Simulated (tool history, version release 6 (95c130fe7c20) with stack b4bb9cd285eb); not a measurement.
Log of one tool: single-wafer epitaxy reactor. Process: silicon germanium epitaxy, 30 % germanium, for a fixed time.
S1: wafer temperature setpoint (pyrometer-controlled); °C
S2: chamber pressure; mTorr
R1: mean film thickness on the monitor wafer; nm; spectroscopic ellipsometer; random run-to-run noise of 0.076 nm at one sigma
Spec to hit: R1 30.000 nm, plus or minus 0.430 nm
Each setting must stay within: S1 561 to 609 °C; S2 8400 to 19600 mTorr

run,day,S1,S2,R1
1,0.000,585,14000,37.806
2,0.279,585,15700,39.441
3,0.612,581,15700,36.203
4,0.692,581,13600,34.204
5,0.812,586,13600,38.089
6,1.058,583,13600,35.844
7,1.271,581,13600,34.154
8,1.600,579,13600,32.630
9,1.762,579,13600,32.760
10,2.108,578,13600,32.026
11,2.208,577,13600,31.301
12,2.288,576,13600,30.663

5 candidate next runs follow, results not yet known. Just one meets every target within its allowed miss. Identify it.
A,2.367,576,12800,?
B,2.367,577,13400,?
C,2.367,575,15500,?
D,2.367,577,13200,?
E,2.367,576,14400,?

move,R1
A,29.931
B,31.123
C,31.441
D,30.949
E,31.270
A: every result lands within tolerance
B: further off than the last run
C: further off than the last run
D: further off than the last run
E: further off than the last run
A is the move that brings every result within its allowed miss.

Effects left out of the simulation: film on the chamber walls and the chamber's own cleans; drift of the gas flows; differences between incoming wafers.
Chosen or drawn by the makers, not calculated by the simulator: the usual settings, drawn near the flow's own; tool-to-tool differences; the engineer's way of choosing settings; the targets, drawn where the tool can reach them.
